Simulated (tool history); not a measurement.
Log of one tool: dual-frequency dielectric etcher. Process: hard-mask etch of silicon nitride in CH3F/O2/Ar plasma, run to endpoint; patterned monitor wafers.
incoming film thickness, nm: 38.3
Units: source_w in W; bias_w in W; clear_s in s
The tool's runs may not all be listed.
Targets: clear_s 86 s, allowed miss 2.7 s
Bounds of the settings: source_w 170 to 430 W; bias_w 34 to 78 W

| run | day | source_w | bias_w | clear_s |
|---|---|---|---|---|
| 1 | 0 | 300 | 56 | 69.364 |
| 2 | 0.292 | 280 | 53 | 74.836 |
| 3 | 0.496 | 270 | 52 | 75.966 |
| 4 | 0.858 | 260 | 51 | 79.335 |
| 5 | 1.138 | 290 | 51 | 73.499 |
| 6 | 1.338 | 280 | 50 | 74.814 |
| 7 | 1.5 | 270 | 49 | 77.399 |
| 8 | 1.592 | 260 | 49 | 79.41 |
| 9 | 1.888 | 250 | 49 | 80.491 |
| 10 | 2.096 | 240 | 49 | 82.393 |

Which of these 4 next moves meets every target?
| A | 2.304 | 220 | 60 | ? |
| B | 2.304 | 260 | 46 | ? |
| C | 2.304 | 220 | 51 | ? |
| D | 2.304 | 230 | 61 | ? |

| move | clear_s |
|---|---|
| A | 81.383 |
| B | 80.331 |
| C | 85.29 |
| D | 79.096 |
A: further off than the last run
B: further off than the last run
C: meets every target
D: further off than the last run
Answer: C
